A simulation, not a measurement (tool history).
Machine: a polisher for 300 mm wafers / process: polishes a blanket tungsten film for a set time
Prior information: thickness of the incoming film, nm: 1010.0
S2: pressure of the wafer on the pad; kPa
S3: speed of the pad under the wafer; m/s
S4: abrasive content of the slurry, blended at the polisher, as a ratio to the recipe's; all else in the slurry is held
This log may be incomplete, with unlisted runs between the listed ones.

{"run": 1, "day": 0.0, "flow of slurry (ml/min)": 230, "S2": 33.8, "S3": 1.16, "S4": 1.0, "polishing time (s)": 19, "film removed (Å)": 1090.8}
{"run": 2, "day": 0.129, "flow of slurry (ml/min)": 230, "S2": 33.8, "S3": 1.0, "S4": 1.0, "polishing time (s)": 19, "film removed (Å)": 947.45}
{"run": 3, "day": 0.471, "flow of slurry (ml/min)": 185, "S2": 33.8, "S3": 1.0, "S4": 1.0, "polishing time (s)": 19, "film removed (Å)": 923.98}
{"run": 4, "day": 0.833, "flow of slurry (ml/min)": 185, "S2": 33.8, "S3": 1.0, "S4": 1.0, "polishing time (s)": 17, "film removed (Å)": 831.44}
{"run": 5, "day": 1.175, "flow of slurry (ml/min)": 185, "S2": 33.8, "S3": 0.84, "S4": 1.0, "polishing time (s)": 17, "film removed (Å)": 705.51}
{"run": 6, "day": 1.212, "flow of slurry (ml/min)": 185, "S2": 33.8, "S3": 0.84, "S4": 1.2, "polishing time (s)": 17, "film removed (Å)": 755.5}
{"day": 1.554, "done": "slurry blender recalibrated"}
{"run": 7, "day": 1.554, "flow of slurry (ml/min)": 185, "S2": 33.8, "S3": 0.84, "S4": 1.2, "polishing time (s)": 17, "film removed (Å)": 847.47}
{"run": 8, "day": 1.817, "flow of slurry (ml/min)": 185, "S2": 32.4, "S3": 0.84, "S4": 1.2, "polishing time (s)": 17, "film removed (Å)": 806.14}
{"run": 9, "day": 2.121, "flow of slurry (ml/min)": 185, "S2": 30.3, "S3": 0.84, "S4": 1.2, "polishing time (s)": 17, "film removed (Å)": 772.55}

What will run 10 give?
{"run": 10, "day": 2.233, "flow of slurry (ml/min)": 185, "S2": 30.3, "S3": 0.84, "S4": 1.2, "polishing time (s)": 17, "film removed (Å)": "?"}

film removed (Å): 769.82
